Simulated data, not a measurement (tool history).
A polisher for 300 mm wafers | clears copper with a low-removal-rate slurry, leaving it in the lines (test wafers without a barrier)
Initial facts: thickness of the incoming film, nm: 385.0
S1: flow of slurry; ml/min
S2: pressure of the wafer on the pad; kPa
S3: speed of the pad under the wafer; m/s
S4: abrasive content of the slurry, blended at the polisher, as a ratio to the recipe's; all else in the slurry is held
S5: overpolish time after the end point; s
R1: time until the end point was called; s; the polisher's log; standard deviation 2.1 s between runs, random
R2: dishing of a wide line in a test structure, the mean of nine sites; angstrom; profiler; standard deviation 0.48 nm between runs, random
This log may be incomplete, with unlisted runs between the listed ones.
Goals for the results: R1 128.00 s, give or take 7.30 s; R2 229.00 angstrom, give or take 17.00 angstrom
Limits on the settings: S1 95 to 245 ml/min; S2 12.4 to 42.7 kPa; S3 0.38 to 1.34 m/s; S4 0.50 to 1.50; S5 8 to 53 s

run,hour,S1,S2,S3,S4,S5,R1,R2
1,0.0,155,27.6,0.86,1.00,27,131.34,527.45
2,3.4,170,27.6,0.86,1.00,27,126.35,532.69
3,5.5,190,24.8,0.90,1.00,21,131.36,438.96
4,12.3,190,29.0,0.90,1.00,21,115.27,454.67
5,19.5,190,34.5,0.90,1.00,21,101.89,547.74
6,22.4,190,34.5,0.72,1.00,21,127.82,459.95
7,27.0,205,28.3,0.84,0.95,17,127.29,359.82
8,32.5,205,28.3,0.86,0.85,14,132.81,308.77
9,36.9,215,29.0,0.88,0.80,12,127.33,283.47
10,45.5,220,29.0,0.88,0.75,11,127.70,256.86

Below are 4 possible settings for the next run. Only one of them brings all results inside the allowed miss of their targets. Which is it?
A,54.1,200,24.1,0.98,0.60,15,?,?
B,54.1,240,29.6,0.82,0.85,10,?,?
C,54.1,205,21.4,1.16,0.50,14,?,?
D,54.1,185,24.1,0.92,0.95,16,?,?

move,R1,R2
A,146.07,309.02
B,128.34,242.31
C,145.56,290.69
D,135.35,349.39
A: further off than the last run
B: all results land within tolerance of their targets
C: further off than the last run
D: further off than the last run
Move B is the one to make.

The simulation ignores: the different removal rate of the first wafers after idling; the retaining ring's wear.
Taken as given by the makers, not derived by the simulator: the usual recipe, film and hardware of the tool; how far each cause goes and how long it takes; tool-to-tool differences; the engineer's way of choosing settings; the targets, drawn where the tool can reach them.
